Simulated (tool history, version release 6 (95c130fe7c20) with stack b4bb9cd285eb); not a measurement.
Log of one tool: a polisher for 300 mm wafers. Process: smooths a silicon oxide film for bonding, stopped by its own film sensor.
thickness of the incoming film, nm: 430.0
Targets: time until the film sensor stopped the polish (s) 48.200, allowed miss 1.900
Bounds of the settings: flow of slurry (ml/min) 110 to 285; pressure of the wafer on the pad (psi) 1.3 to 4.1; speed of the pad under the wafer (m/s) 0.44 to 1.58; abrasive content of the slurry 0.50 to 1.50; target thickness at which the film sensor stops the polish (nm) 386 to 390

| run | hour | flow of slurry (ml/min) | pressure of the wafer on the pad (psi) | speed of the pad under the wafer (m/s) | abrasive content of the slurry | target thickness at which the film sensor stops the polish (nm) | time until the film sensor stopped the polish (s) |
|---|---|---|---|---|---|---|---|
| 1 | 0.0 | 180 | 2.7 | 1.00 | 1.00 | 386 | 37.840 |
| 2 | 1.5 | 200 | 2.7 | 1.00 | 1.00 | 386 | 36.521 |
| 3 | 9.8 | 200 | 3.2 | 1.00 | 1.00 | 386 | 30.315 |
| 4 | 17.7 | 200 | 3.2 | 1.00 | 1.00 | 390 | 28.598 |
| 5 | 19.0 | 195 | 3.0 | 1.00 | 1.00 | 390 | 30.372 |
| 6 | 27.7 | 190 | 2.8 | 1.00 | 1.00 | 390 | 32.000 |
| 7 | 31.1 | 190 | 2.1 | 0.94 | 1.00 | 390 | 44.128 |
| 8 | 38.8 | 185 | 2.1 | 0.94 | 1.00 | 390 | 44.675 |
| 9 | 43.4 | 180 | 2.1 | 0.94 | 1.00 | 390 | 43.877 |

Which of these 5 next moves meets every target?
| A | 48.0 | 160 | 2.0 | 0.86 | 0.85 | 390 | ? |
| B | 48.0 | 165 | 1.9 | 0.96 | 0.95 | 387 | ? |
| C | 48.0 | 165 | 2.8 | 0.78 | 0.80 | 386 | ? |
| D | 48.0 | 175 | 1.9 | 1.02 | 0.95 | 386 | ? |
| E | 48.0 | 175 | 2.5 | 1.00 | 1.00 | 386 | ? |

| move | time until the film sensor stopped the polish (s) |
|---|---|
| A | 54.529 |
| B | 53.618 |
| C | 47.699 |
| D | 52.456 |
| E | 39.715 |
A: takes the result that was furthest off past its target
B: takes the result that was furthest off past its target
C: meets every target
D: takes the result that was furthest off past its target
E: further off than the last run
Move C is the one to make.

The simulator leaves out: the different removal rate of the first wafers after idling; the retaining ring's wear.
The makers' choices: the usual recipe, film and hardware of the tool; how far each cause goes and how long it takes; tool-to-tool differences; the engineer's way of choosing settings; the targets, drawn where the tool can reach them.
